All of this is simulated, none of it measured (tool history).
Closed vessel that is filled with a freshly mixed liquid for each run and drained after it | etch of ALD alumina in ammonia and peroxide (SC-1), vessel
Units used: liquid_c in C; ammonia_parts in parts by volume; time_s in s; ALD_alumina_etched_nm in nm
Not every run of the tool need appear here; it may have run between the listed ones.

run	hour	liquid_c	ammonia_parts	time_s	ALD_alumina_etched_nm
1	0	59	0.65	115	8.8919
2	6	59	0.55	115	8.595
3	10.8	59	0.55	115	8.6569
4	12.2	63.5	0.55	115	10.833
5	15	62	0.55	115	10.146
6	20.7	60.5	0.55	115	9.3178
7	21.9	59	0.55	115	8.485

What will run 8 give?
8	24.4	59	0.55	115	?

ALD_alumina_etched_nm: 8.5655 nm

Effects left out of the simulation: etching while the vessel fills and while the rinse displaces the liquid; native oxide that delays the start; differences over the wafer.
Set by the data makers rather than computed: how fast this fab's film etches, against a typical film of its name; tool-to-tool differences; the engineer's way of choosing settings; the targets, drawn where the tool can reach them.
